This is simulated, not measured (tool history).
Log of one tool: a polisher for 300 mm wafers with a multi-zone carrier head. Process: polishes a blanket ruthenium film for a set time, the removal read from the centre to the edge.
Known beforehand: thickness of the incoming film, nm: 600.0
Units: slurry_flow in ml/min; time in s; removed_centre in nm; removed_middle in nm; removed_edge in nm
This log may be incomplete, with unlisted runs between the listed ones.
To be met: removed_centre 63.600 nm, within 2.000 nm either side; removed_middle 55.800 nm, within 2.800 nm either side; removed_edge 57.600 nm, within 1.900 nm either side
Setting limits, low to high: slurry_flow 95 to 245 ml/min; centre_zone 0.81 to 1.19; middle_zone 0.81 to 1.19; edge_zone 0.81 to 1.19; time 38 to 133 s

Run 1, hour 0.0: slurry_flow 155 ml/min, centre_zone 1.00, middle_zone 1.00, edge_zone 1.00, time 85 s. Result: removed_centre 84.229 nm, removed_middle 85.305 nm, removed_edge 84.145 nm.
Run 2, hour 4.7: slurry_flow 150 ml/min, centre_zone 1.01, middle_zone 0.96, edge_zone 0.96, time 77 s. Result: removed_centre 78.469 nm, removed_middle 74.522 nm, removed_edge 77.413 nm.
Run 3, hour 10.0: slurry_flow 150 ml/min, centre_zone 1.01, middle_zone 0.96, edge_zone 0.96, time 61 s. Result: removed_centre 61.570 nm, removed_middle 59.665 nm, removed_edge 59.370 nm.
Run 4, hour 12.0: slurry_flow 150 ml/min, centre_zone 1.01, middle_zone 0.96, edge_zone 0.96, time 69 s. Result: removed_centre 70.695 nm, removed_middle 64.628 nm, removed_edge 67.261 nm.
Run 5, hour 17.0: slurry_flow 150 ml/min, centre_zone 1.01, middle_zone 0.96, edge_zone 0.89, time 69 s. Result: removed_centre 68.807 nm, removed_middle 65.333 nm, removed_edge 65.507 nm.
Run 6, hour 19.2: slurry_flow 145 ml/min, centre_zone 1.02, middle_zone 0.95, edge_zone 0.87, time 67 s. Result: removed_centre 69.536 nm, removed_middle 65.396 nm, removed_edge 61.338 nm.
Run 7, hour 26.7: slurry_flow 140 ml/min, centre_zone 1.01, middle_zone 0.92, edge_zone 0.87, time 66 s. Result: removed_centre 67.086 nm, removed_middle 61.386 nm, removed_edge 62.070 nm.
Run 8, hour 28.7: slurry_flow 135 ml/min, centre_zone 1.01, middle_zone 0.91, edge_zone 0.86, time 65 s. Result: removed_centre 65.359 nm, removed_middle 61.518 nm, removed_edge 60.720 nm.

Consider the 4 candidate settings below. Which is the only one whose results all fall within their allowed miss of target?
Run A, hour 30.7: slurry_flow 180 ml/min, centre_zone 1.03, middle_zone 0.81, edge_zone 1.10, time 60 s. Result: removed_centre ?, removed_middle ?, removed_edge ?.
Run B, hour 30.7: slurry_flow 115 ml/min, centre_zone 1.01, middle_zone 1.06, edge_zone 0.81, time 65 s. Result: removed_centre ?, removed_middle ?, removed_edge ?.
Run C, hour 30.7: slurry_flow 130 ml/min, centre_zone 1.04, middle_zone 0.89, edge_zone 0.86, time 62 s. Result: removed_centre ?, removed_middle ?, removed_edge ?.
Run D, hour 30.7: slurry_flow 135 ml/min, centre_zone 0.93, middle_zone 0.81, edge_zone 0.93, time 70 s. Result: removed_centre ?, removed_middle ?, removed_edge ?.

move  removed_centre  removed_middle  removed_edge
   A          62.977          51.311        63.295
   B          63.338          66.204        57.102
   C          63.137          55.276        56.612
   D          63.960          58.037        66.520
A: the result that was furthest off in the last run now lies on the other side of its target
B: misses by more than the last run did
C: each result inside its tolerance
D: brings the last run's worst result on target, with another outside its allowed miss
The right move is C.
